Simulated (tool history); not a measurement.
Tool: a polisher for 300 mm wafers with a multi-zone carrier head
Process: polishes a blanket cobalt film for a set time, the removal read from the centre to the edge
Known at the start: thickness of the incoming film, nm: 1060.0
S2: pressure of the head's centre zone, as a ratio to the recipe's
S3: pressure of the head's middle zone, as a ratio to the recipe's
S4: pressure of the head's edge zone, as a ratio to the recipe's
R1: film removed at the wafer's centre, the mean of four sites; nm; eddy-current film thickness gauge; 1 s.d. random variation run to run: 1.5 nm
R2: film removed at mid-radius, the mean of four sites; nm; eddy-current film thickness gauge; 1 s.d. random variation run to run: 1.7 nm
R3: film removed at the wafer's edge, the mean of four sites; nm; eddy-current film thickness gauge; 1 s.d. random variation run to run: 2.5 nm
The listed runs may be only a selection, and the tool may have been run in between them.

{"run": 1, "hour": 0.0, "flow of slurry (ml/min)": 295, "S2": 1.0, "S3": 1.0, "S4": 1.0, "polishing time (s)": 62, "R1": 236.23, "R2": 234.47, "R3": 239.37}
{"run": 2, "hour": 7.8, "flow of slurry (ml/min)": 280, "S2": 0.94, "S3": 1.03, "S4": 0.96, "polishing time (s)": 61, "R1": 213.26, "R2": 236.45, "R3": 226.65}
{"run": 3, "hour": 10.3, "flow of slurry (ml/min)": 280, "S2": 0.86, "S3": 1.03, "S4": 0.96, "polishing time (s)": 61, "R1": 197.83, "R2": 240.34, "R3": 231.16}
{"run": 4, "hour": 16.4, "flow of slurry (ml/min)": 280, "S2": 0.83, "S3": 1.03, "S4": 0.96, "polishing time (s)": 61, "R1": 188.99, "R2": 237.64, "R3": 227.73}
{"run": 5, "hour": 25.0, "flow of slurry (ml/min)": 280, "S2": 0.83, "S3": 1.03, "S4": 0.96, "polishing time (s)": 77, "R1": 239.23, "R2": 300.15, "R3": 286.53}
{"run": 6, "hour": 28.2, "flow of slurry (ml/min)": 240, "S2": 0.83, "S3": 1.03, "S4": 0.96, "polishing time (s)": 77, "R1": 234.0, "R2": 296.65, "R3": 283.96}

Estimate the outcome of run 7 from the log above:
{"run": 7, "hour": 35.9, "flow of slurry (ml/min)": 230, "S2": 0.82, "S3": 1.03, "S4": 0.92, "polishing time (s)": 72, "R1": "?", "R2": "?", "R3": "?"}

R1: 215.58 nm
R2: 276.72 nm
R3: 261.42 nm
